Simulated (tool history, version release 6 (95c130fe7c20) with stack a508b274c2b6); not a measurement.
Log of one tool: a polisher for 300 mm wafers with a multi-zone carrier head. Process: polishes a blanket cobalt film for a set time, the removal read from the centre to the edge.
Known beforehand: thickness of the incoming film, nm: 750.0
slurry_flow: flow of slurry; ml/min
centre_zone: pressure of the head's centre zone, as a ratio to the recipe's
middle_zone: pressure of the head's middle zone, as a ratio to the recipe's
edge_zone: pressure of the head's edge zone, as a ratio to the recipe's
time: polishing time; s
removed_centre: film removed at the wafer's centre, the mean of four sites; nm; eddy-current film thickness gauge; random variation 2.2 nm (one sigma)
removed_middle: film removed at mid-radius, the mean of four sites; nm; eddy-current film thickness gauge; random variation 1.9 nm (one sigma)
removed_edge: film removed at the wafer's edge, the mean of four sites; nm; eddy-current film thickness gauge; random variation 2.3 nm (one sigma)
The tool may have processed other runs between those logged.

run	hour	slurry_flow	centre_zone	middle_zone	edge_zone	time	removed_centre	removed_middle	removed_edge
1	0.0	165	1.00	1.00	1.00	40	221.42	223.08	227.13
2	8.6	160	0.99	0.99	0.99	38	203.81	203.91	214.73
3	10.4	180	0.99	0.99	0.99	38	207.48	209.95	212.06
4	13.3	180	0.99	0.99	0.99	42	232.11	236.57	236.86
5	19.0	185	0.97	0.98	0.98	40	220.65	220.40	236.46
6	26.9	185	0.97	0.95	0.98	40	216.65	214.72	228.55

For run 7, what comes out?
7	35.0	165	0.87	0.85	0.88	32	?	?	?

Run 7 produced removed_centre 149.53 nm, removed_middle 157.09 nm, removed_edge 170.72 nm.
